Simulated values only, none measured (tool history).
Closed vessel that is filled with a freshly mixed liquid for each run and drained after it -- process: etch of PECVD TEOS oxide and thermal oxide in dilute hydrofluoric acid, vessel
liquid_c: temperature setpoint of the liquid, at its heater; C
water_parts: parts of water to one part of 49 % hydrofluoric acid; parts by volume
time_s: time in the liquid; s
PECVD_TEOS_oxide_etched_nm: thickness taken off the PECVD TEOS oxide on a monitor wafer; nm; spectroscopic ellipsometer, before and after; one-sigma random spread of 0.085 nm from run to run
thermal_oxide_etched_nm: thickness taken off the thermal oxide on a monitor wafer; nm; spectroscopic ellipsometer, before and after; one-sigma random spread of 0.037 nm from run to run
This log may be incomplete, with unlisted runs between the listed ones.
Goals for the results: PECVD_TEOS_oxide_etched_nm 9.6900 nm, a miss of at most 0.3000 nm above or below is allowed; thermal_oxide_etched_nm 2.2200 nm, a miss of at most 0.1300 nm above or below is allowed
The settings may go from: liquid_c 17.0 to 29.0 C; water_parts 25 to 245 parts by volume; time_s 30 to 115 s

run    day  liquid_c  water_parts  time_s  PECVD_TEOS_oxide_etched_nm  thermal_oxide_etched_nm
  1  0.000      21.0          135      60                      8.3251                   1.8245
  2  0.246      21.5          135      60                      8.4418                   1.8609
  3  0.388      22.0          135      60                      8.7162                   1.9920
  4  0.671      22.0          175      60                      6.2964                   1.4992
  5  0.729      22.0          175      75                      7.9955                   1.8263
  6  0.829      22.5          175      75                      8.1055                   1.9131
  7  0.979      22.5          170      75                      8.4958                   1.9050
  8  1.042      23.0          170      75                      8.6317                   1.9313
  9  1.112      23.5          170      75                      8.7879                   2.0602

Which one of the following 4 next-run settings gets every result inside its allowed miss? There is exactly one.
  A  1.183      17.0          140      70                           ?                        ?
  B  1.183      22.5          160      70                           ?                        ?
  C  1.183      26.5          120      50                           ?                        ?
  D  1.183      22.5          210      90                           ?                        ?

move  PECVD_TEOS_oxide_etched_nm  thermal_oxide_etched_nm
   A                      7.8735                   1.7897
   B                      8.4037                   1.9103
   C                      9.7776                   2.2225
   D                      7.8081                   1.7749
A: its largest miss is bigger than the last run's
B: its largest miss is bigger than the last run's
C: every result within its allowed miss
D: its largest miss is bigger than the last run's
Answer: C
